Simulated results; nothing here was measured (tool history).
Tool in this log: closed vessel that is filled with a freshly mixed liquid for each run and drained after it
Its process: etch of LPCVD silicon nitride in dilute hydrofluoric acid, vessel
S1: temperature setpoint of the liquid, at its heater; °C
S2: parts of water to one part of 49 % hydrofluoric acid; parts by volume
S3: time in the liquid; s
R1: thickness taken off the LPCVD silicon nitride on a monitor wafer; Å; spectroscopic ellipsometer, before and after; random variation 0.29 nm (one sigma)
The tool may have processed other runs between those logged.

| run | hour | S1 | S2 | S3 | R1 |
|---|---|---|---|---|---|
| 1 | 0.0 | 21.0 | 85 | 2680 | 161.65 |
| 2 | 1.4 | 17.5 | 85 | 2680 | 127.69 |
| 3 | 6.6 | 17.0 | 85 | 2680 | 122.88 |
| 4 | 7.4 | 19.5 | 75 | 2680 | 167.55 |
| 5 | 9.9 | 21.5 | 70 | 2680 | 203.45 |
| 6 | 18.5 | 21.5 | 90 | 2680 | 159.50 |
| 7 | 24.3 | 25.5 | 60 | 2690 | 309.69 |
| 8 | 32.9 | 26.0 | 55 | 2690 | 350.84 |
| 9 | 34.7 | 26.0 | 55 | 2690 | 349.35 |
| 10 | 43.7 | 26.5 | 55 | 2690 | 358.77 |
| 11 | 52.5 | 27.0 | 55 | 2690 | 375.62 |
| 12 | 54.1 | 29.0 | 40 | 2695 | 588.52 |

Run 13 is up next; what results do you expect?
| 13 | 61.5 | 28.5 | 40 | 2695 | ? |

{"run 13": {"R1": 565.89}}

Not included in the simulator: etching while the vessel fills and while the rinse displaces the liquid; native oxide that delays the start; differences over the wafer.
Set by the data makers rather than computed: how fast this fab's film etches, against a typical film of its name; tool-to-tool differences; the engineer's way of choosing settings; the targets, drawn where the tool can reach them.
